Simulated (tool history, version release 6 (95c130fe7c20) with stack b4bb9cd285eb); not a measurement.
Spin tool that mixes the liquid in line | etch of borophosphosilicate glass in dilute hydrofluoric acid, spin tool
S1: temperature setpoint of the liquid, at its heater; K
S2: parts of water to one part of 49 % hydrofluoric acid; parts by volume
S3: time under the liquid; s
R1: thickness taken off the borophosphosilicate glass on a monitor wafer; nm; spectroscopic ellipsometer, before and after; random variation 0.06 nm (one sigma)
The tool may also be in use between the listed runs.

run	hour	S1	S2	S3	R1
1	0	297.15	220	105	10.474
2	7.5	297.15	170	105	14.218
3	14.6	295.65	190	105	11.664
4	17.3	293.15	190	105	10.775
5	25	293.15	190	105	10.726
6	33.6	293.15	190	105	10.808

Forecast run 7:
7	40.5	292.65	205	105	?

R1: 9.6071 nm

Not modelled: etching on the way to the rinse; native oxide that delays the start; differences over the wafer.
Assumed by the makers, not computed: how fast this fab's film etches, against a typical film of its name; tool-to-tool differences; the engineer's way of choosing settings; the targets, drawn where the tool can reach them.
